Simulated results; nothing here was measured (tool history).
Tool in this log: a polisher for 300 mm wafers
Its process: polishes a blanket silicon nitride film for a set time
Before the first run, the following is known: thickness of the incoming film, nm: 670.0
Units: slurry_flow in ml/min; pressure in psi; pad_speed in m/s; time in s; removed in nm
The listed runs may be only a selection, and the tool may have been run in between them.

run,hour,slurry_flow,pressure,pad_speed,time,removed
1,0.0,165,4.5,0.96,38,81.214
2,5.7,140,4.5,0.96,38,80.105
3,11.1,140,4.5,1.10,38,90.055
4,18.3,140,3.9,1.10,38,78.223
5,27.0,140,4.4,1.10,38,88.262
6,32.3,180,4.4,1.10,38,90.310
7,37.3,180,3.8,1.06,38,76.891
8,43.0,180,3.4,1.02,38,67.403
9,47.6,180,3.1,1.00,38,59.723

Estimate the outcome of run 10 from the log above:
10,48.1,175,2.8,1.00,38,?

Run 10 gave removed 56.267 nm.
